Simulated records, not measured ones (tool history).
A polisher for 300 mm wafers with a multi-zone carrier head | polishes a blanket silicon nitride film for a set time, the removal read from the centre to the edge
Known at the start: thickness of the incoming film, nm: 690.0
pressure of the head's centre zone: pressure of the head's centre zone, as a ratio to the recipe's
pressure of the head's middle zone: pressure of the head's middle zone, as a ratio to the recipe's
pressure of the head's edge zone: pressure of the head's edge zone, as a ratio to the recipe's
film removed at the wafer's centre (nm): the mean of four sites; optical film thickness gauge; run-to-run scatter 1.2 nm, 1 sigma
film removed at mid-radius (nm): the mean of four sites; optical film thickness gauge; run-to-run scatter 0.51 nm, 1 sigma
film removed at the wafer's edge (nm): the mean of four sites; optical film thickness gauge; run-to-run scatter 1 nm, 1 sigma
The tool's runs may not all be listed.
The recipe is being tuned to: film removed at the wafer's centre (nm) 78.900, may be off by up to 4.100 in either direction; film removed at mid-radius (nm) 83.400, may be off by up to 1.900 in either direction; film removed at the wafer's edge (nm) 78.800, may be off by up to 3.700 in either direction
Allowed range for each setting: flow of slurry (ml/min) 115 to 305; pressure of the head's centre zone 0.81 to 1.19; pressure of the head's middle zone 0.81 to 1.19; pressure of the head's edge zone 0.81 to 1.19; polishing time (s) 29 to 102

| run | hour | flow of slurry (ml/min) | pressure of the head's centre zone | pressure of the head's middle zone | pressure of the head's edge zone | polishing time (s) | film removed at the wafer's centre (nm) | film removed at mid-radius (nm) | film removed at the wafer's edge (nm) |
|---|---|---|---|---|---|---|---|---|---|
| 1 | 0.0 | 195 | 1.00 | 1.00 | 1.00 | 65 | 131.450 | 129.310 | 132.320 |
| 2 | 6.6 | 195 | 0.93 | 1.00 | 1.00 | 65 | 125.040 | 129.870 | 130.740 |
| 3 | 14.0 | 195 | 0.97 | 1.00 | 1.00 | 65 | 132.660 | 131.410 | 131.690 |
| 4 | 19.2 | 195 | 0.91 | 1.00 | 1.00 | 65 | 120.620 | 129.650 | 132.470 |
| 5 | 21.5 | 195 | 0.91 | 1.00 | 1.00 | 49 | 91.609 | 97.825 | 96.997 |
| 6 | 26.3 | 190 | 0.90 | 0.99 | 0.95 | 47 | 85.154 | 91.799 | 90.370 |
| 7 | 32.0 | 180 | 0.91 | 0.99 | 0.91 | 46 | 83.314 | 88.556 | 87.169 |
| 8 | 35.6 | 175 | 0.92 | 1.00 | 0.88 | 45 | 83.122 | 88.013 | 83.245 |
| 9 | 41.4 | 165 | 0.92 | 1.00 | 0.86 | 45 | 82.191 | 87.265 | 80.878 |

Of the 4 settings listed for the next run, only one would bring every result within its allowed miss of target. Which one?
| A | 47.2 | 195 | 0.96 | 1.05 | 0.86 | 45 | ? | ? | ? |
| B | 47.2 | 200 | 0.88 | 0.94 | 0.81 | 44 | ? | ? | ? |
| C | 47.2 | 200 | 0.92 | 0.97 | 0.90 | 45 | ? | ? | ? |
| D | 47.2 | 145 | 0.92 | 1.13 | 0.87 | 45 | ? | ? | ? |

| move | film removed at the wafer's centre (nm) | film removed at mid-radius (nm) | film removed at the wafer's edge (nm) |
|---|---|---|---|
| A | 86.196 | 93.027 | 83.553 |
| B | 77.492 | 83.231 | 79.917 |
| C | 82.905 | 87.364 | 85.644 |
| D | 77.430 | 93.544 | 80.474 |
A: moves away from the targets compared with the last run
B: all results in spec
C: about the same distance from the targets as the last run
D: moves away from the targets compared with the last run
Correct choice: B, which meets every target

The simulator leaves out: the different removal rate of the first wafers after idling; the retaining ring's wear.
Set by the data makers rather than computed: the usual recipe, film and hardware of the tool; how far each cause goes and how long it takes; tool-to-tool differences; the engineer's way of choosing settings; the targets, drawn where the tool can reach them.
